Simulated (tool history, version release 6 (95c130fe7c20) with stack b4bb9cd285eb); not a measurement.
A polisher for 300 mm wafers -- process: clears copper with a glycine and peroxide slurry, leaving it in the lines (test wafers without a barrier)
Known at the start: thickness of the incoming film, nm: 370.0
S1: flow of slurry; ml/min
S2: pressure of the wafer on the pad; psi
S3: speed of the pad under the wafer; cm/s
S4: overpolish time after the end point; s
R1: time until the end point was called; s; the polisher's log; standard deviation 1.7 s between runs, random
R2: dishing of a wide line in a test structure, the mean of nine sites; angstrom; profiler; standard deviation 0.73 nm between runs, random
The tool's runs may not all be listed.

run 1 day=0.000 | S1=155 S2=1.7 S3=106 S4=27 | R1=97.677 R2=580.84
run 2 day=0.229 | S1=155 S2=1.7 S3=106 S4=28 | R1=97.237 R2=599.11
run 3 day=0.396 | S1=120 S2=1.7 S3=106 S4=28 | R1=101.330 R2=564.23
run 4 day=0.667 | S1=105 S2=1.7 S3=106 S4=28 | R1=106.880 R2=554.90
run 5 day=0.904 | S1=105 S2=1.4 S3=106 S4=28 | R1=122.310 R2=518.00
run 6 day=0.942 | S1=105 S2=1.7 S3=106 S4=28 | R1=106.270 R2=558.84

Forecast run 7:
run 7 day=1.000 | S1=115 S2=1.7 S3=106 S4=29 | R1=? R2=?

For run 7 the tool returned R1 103.810 s, R2 582.57 angstrom.
